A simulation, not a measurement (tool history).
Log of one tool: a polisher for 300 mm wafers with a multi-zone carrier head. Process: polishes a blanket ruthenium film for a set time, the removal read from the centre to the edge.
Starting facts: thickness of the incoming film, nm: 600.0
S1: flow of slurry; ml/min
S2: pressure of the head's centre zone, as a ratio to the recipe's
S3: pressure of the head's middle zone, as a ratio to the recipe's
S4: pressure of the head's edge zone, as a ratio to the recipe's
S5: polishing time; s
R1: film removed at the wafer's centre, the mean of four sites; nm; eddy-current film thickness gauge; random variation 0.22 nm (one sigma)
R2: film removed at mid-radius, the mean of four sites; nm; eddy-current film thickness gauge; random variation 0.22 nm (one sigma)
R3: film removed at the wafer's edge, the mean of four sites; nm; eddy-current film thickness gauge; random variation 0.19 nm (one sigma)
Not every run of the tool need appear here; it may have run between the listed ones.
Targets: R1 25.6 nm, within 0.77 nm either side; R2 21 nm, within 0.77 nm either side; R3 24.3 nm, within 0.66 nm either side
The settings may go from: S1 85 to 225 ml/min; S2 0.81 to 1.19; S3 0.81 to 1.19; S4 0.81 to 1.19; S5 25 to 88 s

Run 1, hour 0: S1 145 ml/min, S2 1, S3 1, S4 1, S5 56 s. Result: R1 43.497 nm, R2 43.705 nm, R3 43.11 nm.
Run 2, hour 4: S1 145 ml/min, S2 1, S3 1, S4 1.05, S5 56 s. Result: R1 43.178 nm, R2 43.811 nm, R3 43.862 nm.
Run 3, hour 8.4: S1 140 ml/min, S2 1, S3 0.98, S4 1.04, S5 52 s. Result: R1 39.619 nm, R2 40.492 nm, R3 41.029 nm.
Run 4, hour 14.8: S1 135 ml/min, S2 1.02, S3 0.96, S4 1.02, S5 48 s. Result: R1 37.489 nm, R2 36.583 nm, R3 36.518 nm.
Run 5, hour 23.2: S1 135 ml/min, S2 1.02, S3 0.96, S4 1.08, S5 48 s. Result: R1 36.927 nm, R2 36.538 nm, R3 38.149 nm.
Run 6, hour 29.2: S1 135 ml/min, S2 0.97, S3 0.96, S4 1.08, S5 48 s. Result: R1 35.271 nm, R2 36.308 nm, R3 38.021 nm.
Run 7, hour 38.3: S1 130 ml/min, S2 0.99, S3 0.94, S4 1.09, S5 45 s. Result: R1 34.241 nm, R2 33.498 nm, R3 35.713 nm.
Run 8, hour 45.2: S1 125 ml/min, S2 1, S3 0.92, S4 1.09, S5 43 s. Result: R1 32.373 nm, R2 30.699 nm, R3 34.093 nm.
Run 9, hour 50.6: S1 120 ml/min, S2 1, S3 0.91, S4 1.07, S5 42 s. Result: R1 31.729 nm, R2 29.335 nm, R3 32.851 nm.
Run 10, hour 55.4: S1 120 ml/min, S2 0.99, S3 0.9, S4 1.04, S5 41 s. Result: R1 30.245 nm, R2 28.531 nm, R3 31.75 nm.
Run 11, hour 63.7: S1 115 ml/min, S2 1, S3 0.89, S4 1.02, S5 40 s. Result: R1 29.535 nm, R2 27.348 nm, R3 30.534 nm.
Run 12, hour 68.4: S1 110 ml/min, S2 1.01, S3 0.88, S4 1, S5 39 s. Result: R1 28.364 nm, R2 26.53 nm, R3 29.179 nm.
Run 13, hour 76.1: S1 110 ml/min, S2 1.02, S3 0.87, S4 1, S5 38 s. Result: R1 28.063 nm, R2 25.596 nm, R3 28.224 nm.
Run 14, hour 84.6: S1 105 ml/min, S2 1.03, S3 0.86, S4 1, S5 37 s. Result: R1 27.489 nm, R2 23.855 nm, R3 27.758 nm.
Run 15, hour 93: S1 90 ml/min, S2 1.03, S3 0.82, S4 0.9, S5 33 s. Result: R1 23.882 nm, R2 20.473 nm, R3 23.315 nm.
Run 16, hour 101.2: S1 95 ml/min, S2 1.03, S3 0.82, S4 0.9, S5 33 s. Result: R1 24.334 nm, R2 20.457 nm, R3 23.469 nm.
Run 17, hour 106.9: S1 105 ml/min, S2 1.03, S3 0.82, S4 0.91, S5 33 s. Result: R1 24.567 nm, R2 20.93 nm, R3 23.722 nm.

Of the 5 settings listed for the next run, only one would bring every result within its allowed miss of target. Which one?
Run A, hour 112.6: S1 115 ml/min, S2 1.05, S3 0.81, S4 0.93, S5 31 s. Result: R1 ?, R2 ?, R3 ?.
Run B, hour 112.6: S1 95 ml/min, S2 0.99, S3 0.82, S4 0.96, S5 36 s. Result: R1 ?, R2 ?, R3 ?.
Run C, hour 112.6: S1 115 ml/min, S2 1.04, S3 0.81, S4 0.91, S5 33 s. Result: R1 ?, R2 ?, R3 ?.
Run D, hour 112.6: S1 130 ml/min, S2 1.01, S3 0.86, S4 0.88, S5 33 s. Result: R1 ?, R2 ?, R3 ?.
Run E, hour 112.6: S1 110 ml/min, S2 1.09, S3 0.85, S4 0.81, S5 32 s. Result: R1 ?, R2 ?, R3 ?.

move      R1      R2      R3
   A  24.376  19.881   22.45
   B  25.655  22.533  25.748
   C  25.701  21.166  23.713
   D  25.561  22.699  23.762
   E  25.898   21.18  21.959
A: its largest miss is bigger than the last run's
B: meets the target for the result that was furthest off, but another lies outside its allowed miss
C: meets every target
D: meets the target for the result that was furthest off, but another lies outside its allowed miss
E: meets the target for the result that was furthest off, but another lies outside its allowed miss
The right move is C.

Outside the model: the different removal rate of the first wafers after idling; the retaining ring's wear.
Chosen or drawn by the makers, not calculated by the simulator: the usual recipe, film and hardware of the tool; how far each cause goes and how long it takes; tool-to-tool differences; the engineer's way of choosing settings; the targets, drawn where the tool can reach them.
